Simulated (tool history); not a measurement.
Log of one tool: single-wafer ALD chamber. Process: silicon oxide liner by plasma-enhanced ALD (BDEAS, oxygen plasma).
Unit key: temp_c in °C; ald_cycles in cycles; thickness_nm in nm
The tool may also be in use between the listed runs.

| run | hour | temp_c | ald_cycles | thickness_nm |
|---|---|---|---|---|
| 1 | 0 | 315 | 73 | 6.8527 |
| 2 | 8.5 | 315 | 71 | 6.5815 |
| 3 | 14.9 | 315 | 70 | 6.5816 |
| 4 | 16.4 | 315 | 68 | 6.3033 |
| 5 | 21.9 | 315 | 77 | 7.2302 |
| 6 | 30.9 | 315 | 75 | 7.0397 |
| 7 | 35 | 315 | 73 | 6.7819 |
| 8 | 44 | 315 | 71 | 6.5716 |

Run 9, settings as shown, results not yet in. Your forecast:
| 9 | 51.2 | 315 | 70 | ? |

For run 9 the tool returned thickness_nm 6.5042 nm.
